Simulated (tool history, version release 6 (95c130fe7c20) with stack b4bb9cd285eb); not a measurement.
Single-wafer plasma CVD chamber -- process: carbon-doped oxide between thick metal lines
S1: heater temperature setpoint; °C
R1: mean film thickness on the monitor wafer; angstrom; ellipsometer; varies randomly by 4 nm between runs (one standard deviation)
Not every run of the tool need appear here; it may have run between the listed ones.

{"run": 1, "hour": 0.0, "S1": 370, "chamber pressure (Torr)": 5.8, "RF power (kW)": 0.455, "deposition time (s)": 262, "R1": 12704}
{"run": 2, "hour": 3.6, "S1": 373, "chamber pressure (Torr)": 5.36, "RF power (kW)": 0.445, "deposition time (s)": 262, "R1": 12436}
{"run": 3, "hour": 5.1, "S1": 365, "chamber pressure (Torr)": 5.36, "RF power (kW)": 0.445, "deposition time (s)": 262, "R1": 12578}
{"run": 4, "hour": 8.9, "S1": 371, "chamber pressure (Torr)": 5.36, "RF power (kW)": 0.445, "deposition time (s)": 262, "R1": 12480}
{"run": 5, "hour": 15.9, "S1": 371, "chamber pressure (Torr)": 5.36, "RF power (kW)": 0.48, "deposition time (s)": 262, "R1": 13171}
{"run": 6, "hour": 22.1, "S1": 371, "chamber pressure (Torr)": 5.36, "RF power (kW)": 0.48, "deposition time (s)": 262, "R1": 13022}
{"run": 7, "hour": 30.8, "S1": 373, "chamber pressure (Torr)": 5.06, "RF power (kW)": 0.455, "deposition time (s)": 262, "R1": 12470}
{"run": 8, "hour": 37.6, "S1": 375, "chamber pressure (Torr)": 4.71, "RF power (kW)": 0.445, "deposition time (s)": 262, "R1": 12127}
{"run": 9, "hour": 44.6, "S1": 377, "chamber pressure (Torr)": 4.43, "RF power (kW)": 0.44, "deposition time (s)": 262, "R1": 11926}
{"run": 10, "hour": 53.4, "S1": 386, "chamber pressure (Torr)": 3.48, "RF power (kW)": 0.41, "deposition time (s)": 262, "R1": 10727}

Run 11 is up next; what results do you expect?
{"run": 11, "hour": 55.5, "S1": 384, "chamber pressure (Torr)": 3.56, "RF power (kW)": 0.41, "deposition time (s)": 262, "R1": "?"}

{"run 11": {"R1": 10852}}

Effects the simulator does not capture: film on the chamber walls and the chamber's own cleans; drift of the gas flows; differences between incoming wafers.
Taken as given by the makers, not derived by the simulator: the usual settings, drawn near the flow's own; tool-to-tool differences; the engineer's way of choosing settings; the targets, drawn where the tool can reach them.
